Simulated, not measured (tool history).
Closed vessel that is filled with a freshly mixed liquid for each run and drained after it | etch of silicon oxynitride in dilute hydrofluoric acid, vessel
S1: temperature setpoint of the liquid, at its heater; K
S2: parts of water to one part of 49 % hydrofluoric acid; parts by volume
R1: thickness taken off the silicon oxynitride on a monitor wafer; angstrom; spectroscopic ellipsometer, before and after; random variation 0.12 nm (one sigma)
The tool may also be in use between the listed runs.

run 1 day=0.000 | S1=296.15 S2=110 time_in_the_liquid_(s)=1500 | R1=207.10
run 2 day=0.183 | S1=298.15 S2=110 time_in_the_liquid_(s)=1500 | R1=222.81
run 3 day=0.275 | S1=296.15 S2=115 time_in_the_liquid_(s)=1500 | R1=196.32
run 4 day=0.442 | S1=296.15 S2=115 time_in_the_liquid_(s)=1610 | R1=210.55
run 5 day=0.562 | S1=294.65 S2=120 time_in_the_liquid_(s)=1610 | R1=188.37
run 6 day=0.962 | S1=293.65 S2=125 time_in_the_liquid_(s)=1610 | R1=169.86
run 7 day=1.225 | S1=292.65 S2=130 time_in_the_liquid_(s)=1610 | R1=152.15
run 8 day=1.392 | S1=292.15 S2=130 time_in_the_liquid_(s)=1610 | R1=148.23
run 9 day=1.746 | S1=292.15 S2=130 time_in_the_liquid_(s)=1610 | R1=151.56
run 10 day=1.958 | S1=291.65 S2=130 time_in_the_liquid_(s)=1610 | R1=145.90

The next listed run, before its measurement:
run 11 day=2.271 | S1=291.15 S2=130 time_in_the_liquid_(s)=1610 | R1=?

{"run 11": {"R1": 145.03}}
